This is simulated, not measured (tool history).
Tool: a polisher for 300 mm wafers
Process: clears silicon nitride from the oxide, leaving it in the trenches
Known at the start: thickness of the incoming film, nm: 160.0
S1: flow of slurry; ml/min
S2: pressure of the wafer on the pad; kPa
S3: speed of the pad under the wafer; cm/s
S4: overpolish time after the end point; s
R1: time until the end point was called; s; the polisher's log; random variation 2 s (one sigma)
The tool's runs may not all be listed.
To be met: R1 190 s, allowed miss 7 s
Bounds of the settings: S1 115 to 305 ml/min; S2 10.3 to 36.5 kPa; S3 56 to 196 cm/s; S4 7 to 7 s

{"run": 1, "day": 0.0, "S1": 195, "S2": 23.4, "S3": 126, "S4": 7, "R1": 126.21}
{"run": 2, "day": 0.362, "S1": 175, "S2": 23.4, "S3": 126, "S4": 7, "R1": 129.76}
{"run": 3, "day": 0.588, "S1": 175, "S2": 23.4, "S3": 126, "S4": 7, "R1": 125.79}
{"run": 4, "day": 0.796, "S1": 215, "S2": 23.4, "S3": 126, "S4": 7, "R1": 125.65}
{"run": 5, "day": 1.017, "S1": 215, "S2": 22.1, "S3": 126, "S4": 7, "R1": 131.63}
{"run": 6, "day": 1.054, "S1": 215, "S2": 22.1, "S3": 126, "S4": 7, "R1": 131.98}
{"run": 7, "day": 1.171, "S1": 215, "S2": 20.7, "S3": 126, "S4": 7, "R1": 141.45}
{"run": 8, "day": 1.217, "S1": 215, "S2": 20, "S3": 126, "S4": 7, "R1": 142.24}
{"day": 1.358, "done": "head pressure recalibrated"}
{"run": 9, "day": 1.358, "S1": 215, "S2": 18.6, "S3": 126, "S4": 7, "R1": 171.59}

Which of these 5 next moves meets every target?
{"run": "A", "day": 1.5, "S1": 195, "S2": 18.6, "S3": 112, "S4": 7, "R1": "?"}
{"run": "B", "day": 1.5, "S1": 185, "S2": 17.2, "S3": 134, "S4": 7, "R1": "?"}
{"run": "C", "day": 1.5, "S1": 245, "S2": 22.8, "S3": 96, "S4": 7, "R1": "?"}
{"run": "D", "day": 1.5, "S1": 245, "S2": 26.2, "S3": 82, "S4": 7, "R1": "?"}
{"run": "E", "day": 1.5, "S1": 210, "S2": 18.6, "S3": 130, "S4": 7, "R1": "?"}

move=A R1=188.69
move=B R1=171.86
move=C R1=175.8
move=D R1=178.34
move=E R1=161.86
A: meets every target
B: as far off as the last run
C: nearer than the last run, and not there yet
D: nearer than the last run, and not there yet
E: further off than the last run
Move A is the one to make.

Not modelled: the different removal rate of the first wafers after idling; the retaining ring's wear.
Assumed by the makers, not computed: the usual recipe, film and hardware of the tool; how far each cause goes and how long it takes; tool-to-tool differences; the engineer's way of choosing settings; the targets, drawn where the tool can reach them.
